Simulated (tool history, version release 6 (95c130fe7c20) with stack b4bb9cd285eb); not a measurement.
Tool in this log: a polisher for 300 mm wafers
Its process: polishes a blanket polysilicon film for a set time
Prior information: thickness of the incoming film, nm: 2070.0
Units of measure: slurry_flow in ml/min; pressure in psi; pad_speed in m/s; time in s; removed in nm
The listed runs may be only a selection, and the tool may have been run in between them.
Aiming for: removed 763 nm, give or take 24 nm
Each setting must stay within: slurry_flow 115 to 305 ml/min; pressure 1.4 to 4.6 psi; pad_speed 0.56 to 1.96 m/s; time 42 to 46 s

run	day	slurry_flow	pressure	pad_speed	time	removed
1	0	195	3	1.26	46	603.78
2	0.254	195	2.5	1.26	46	544.12
3	0.321	195	2.5	1.26	42	500.96
4	0.429	200	2.9	1.26	42	534.88
5	0.475	200	2.9	0.96	42	423.83
6	0.629	200	3.4	1.04	42	498.39
7	0.704	200	3.7	1.1	42	557.32
8	0.796	200	4	1.14	42	618.36
9	0.858	200	4.2	1.16	42	643.38
10	1.15	200	4.3	1.2	42	669.05
11	1.342	220	4.6	1.24	42	724.25

Below are 5 possible settings for the next run. Only one of them brings all results inside the allowed miss of their targets. Which is it?
A	1.533	180	4.5	1.3	44	?
B	1.533	205	4.6	1.28	46	?
C	1.533	210	4.1	1.36	46	?
D	1.533	240	4.5	1.44	42	?
E	1.533	160	4.6	1.34	46	?

move	removed
A	768.07
B	819.6
C	803.76
D	842.9
E	823.05
A: every result lands within tolerance
B: carries the result that was furthest off beyond its target, to the other side
C: carries the result that was furthest off beyond its target, to the other side
D: carries the result that was furthest off beyond its target, to the other side
E: carries the result that was furthest off beyond its target, to the other side
The right move is A.
